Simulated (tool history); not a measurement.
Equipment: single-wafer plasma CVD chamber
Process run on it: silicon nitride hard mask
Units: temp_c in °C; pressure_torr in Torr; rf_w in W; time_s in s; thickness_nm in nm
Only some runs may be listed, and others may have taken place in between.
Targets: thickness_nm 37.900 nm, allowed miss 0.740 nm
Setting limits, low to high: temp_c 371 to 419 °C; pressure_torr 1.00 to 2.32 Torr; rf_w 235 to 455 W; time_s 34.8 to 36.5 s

run	hour	temp_c	pressure_torr	rf_w	time_s	thickness_nm
1	0.0	395	1.66	345	36.5	44.684
2	5.5	395	1.50	330	36.4	42.238
3	13.9	395	1.38	320	36.3	40.005
4	20.7	395	1.31	320	36.3	39.261
5	24.0	390	1.31	320	36.3	39.646
6	31.8	390	1.31	320	36.5	39.880
7	35.7	390	1.31	320	36.5	39.573
8	39.3	390	1.26	320	36.5	39.387
9	40.6	390	1.07	310	36.5	36.359

Which of these 4 next moves meets every target?
A	41.9	391	1.06	320	34.8	?
B	41.9	389	1.09	300	34.8	?
C	41.9	392	1.16	315	36.5	?
D	41.9	391	1.01	315	34.8	?

move	thickness_nm
A	35.485
B	34.387
C	37.956
D	34.556
A: its largest miss is bigger than the last run's
B: its largest miss is bigger than the last run's
C: every result within its allowed miss
D: its largest miss is bigger than the last run's
Go with C: it meets all targets.

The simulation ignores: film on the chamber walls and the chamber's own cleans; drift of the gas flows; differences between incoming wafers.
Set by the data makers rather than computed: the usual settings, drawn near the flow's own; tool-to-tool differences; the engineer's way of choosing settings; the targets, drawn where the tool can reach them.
